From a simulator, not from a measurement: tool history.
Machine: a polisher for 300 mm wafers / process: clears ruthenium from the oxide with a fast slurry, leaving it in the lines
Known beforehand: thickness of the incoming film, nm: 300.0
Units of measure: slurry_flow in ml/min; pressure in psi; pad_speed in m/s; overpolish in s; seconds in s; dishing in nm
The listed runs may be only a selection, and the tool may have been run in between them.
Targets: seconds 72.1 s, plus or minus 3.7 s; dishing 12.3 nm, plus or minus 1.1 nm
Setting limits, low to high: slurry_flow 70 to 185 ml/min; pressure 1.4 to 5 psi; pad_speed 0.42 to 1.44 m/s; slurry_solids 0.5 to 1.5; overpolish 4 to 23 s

run 1 day=0 | slurry_flow=120 pressure=3.2 pad_speed=0.92 slurry_solids=1 overpolish=12 | seconds=70.965 dishing=25.135
run 2 day=0.038 | slurry_flow=120 pressure=3.2 pad_speed=0.92 slurry_solids=0.8 overpolish=12 | seconds=80.01 dishing=24.62
run 3 day=0.333 | slurry_flow=120 pressure=3.2 pad_speed=0.92 slurry_solids=0.9 overpolish=12 | seconds=72.745 dishing=25.094
run 4 day=0.625 | slurry_flow=120 pressure=3.2 pad_speed=0.92 slurry_solids=0.8 overpolish=12 | seconds=77.877 dishing=23.161
run 5 day=0.708 | slurry_flow=125 pressure=3.3 pad_speed=0.92 slurry_solids=0.7 overpolish=10 | seconds=79.741 dishing=22.221
run 6 day=0.754 | slurry_flow=125 pressure=3.3 pad_speed=0.92 slurry_solids=0.8 overpolish=10 | seconds=76.33 dishing=23.1
run 7 day=1.088 | slurry_flow=110 pressure=3.2 pad_speed=1 slurry_solids=0.7 overpolish=8 | seconds=80.113 dishing=19.803
run 8 day=1.171 | slurry_flow=100 pressure=3.1 pad_speed=1.12 slurry_solids=0.65 overpolish=7 | seconds=78.979 dishing=17.239
run 9 day=1.292 | slurry_flow=90 pressure=3 pad_speed=1.2 slurry_solids=0.6 overpolish=6 | seconds=84.684 dishing=14.375
run 10 day=1.604 | slurry_flow=85 pressure=3.1 pad_speed=1.26 slurry_solids=0.6 overpolish=5 | seconds=80.598 dishing=12.963
run 11 day=1.812 | slurry_flow=85 pressure=3.2 pad_speed=1.28 slurry_solids=0.6 overpolish=5 | seconds=75.574 dishing=13.929
run 12 day=1.988 | slurry_flow=80 pressure=3.2 pad_speed=1.32 slurry_solids=0.6 overpolish=5 | seconds=75.069 dishing=13.846
run 13 day=2.246 | slurry_flow=75 pressure=3.2 pad_speed=1.36 slurry_solids=0.6 overpolish=5 | seconds=74.994 dishing=14.495
run 14 day=2.362 | slurry_flow=85 pressure=3.1 pad_speed=1.38 slurry_solids=0.55 overpolish=5 | seconds=80.148 dishing=13.754
run 15 day=2.475 | slurry_flow=80 pressure=3.2 pad_speed=1.4 slurry_solids=0.55 overpolish=5 | seconds=75.985 dishing=14.268
run 16 day=2.708 | slurry_flow=75 pressure=3.1 pad_speed=1.4 slurry_solids=0.6 overpolish=5 | seconds=77.23 dishing=13.498
run 17 day=3.046 | slurry_flow=75 pressure=3.1 pad_speed=1.4 slurry_solids=0.6 overpolish=5 | seconds=77.21 dishing=13.27

Below are 4 possible settings for the next run. Only one of them brings all results inside the allowed miss of their targets. Which is it?
run A day=3.383 | slurry_flow=90 pressure=2.8 pad_speed=1.36 slurry_solids=0.5 overpolish=7 | seconds=? dishing=?
run B day=3.383 | slurry_flow=100 pressure=3.2 pad_speed=1.44 slurry_solids=0.55 overpolish=4 | seconds=? dishing=?
run C day=3.383 | slurry_flow=75 pressure=2.8 pad_speed=1.36 slurry_solids=0.6 overpolish=6 | seconds=? dishing=?
run D day=3.383 | slurry_flow=85 pressure=3.2 pad_speed=1.26 slurry_solids=0.55 overpolish=5 | seconds=? dishing=?

move=A seconds=90.455 dishing=16.141
move=B seconds=70.177 dishing=12.796
move=C seconds=85.819 dishing=14.977
move=D seconds=81.05 dishing=13.614
A: the biggest miss grows against the last run
B: in spec on every target
C: the biggest miss grows against the last run
D: the biggest miss grows against the last run
B meets every target.

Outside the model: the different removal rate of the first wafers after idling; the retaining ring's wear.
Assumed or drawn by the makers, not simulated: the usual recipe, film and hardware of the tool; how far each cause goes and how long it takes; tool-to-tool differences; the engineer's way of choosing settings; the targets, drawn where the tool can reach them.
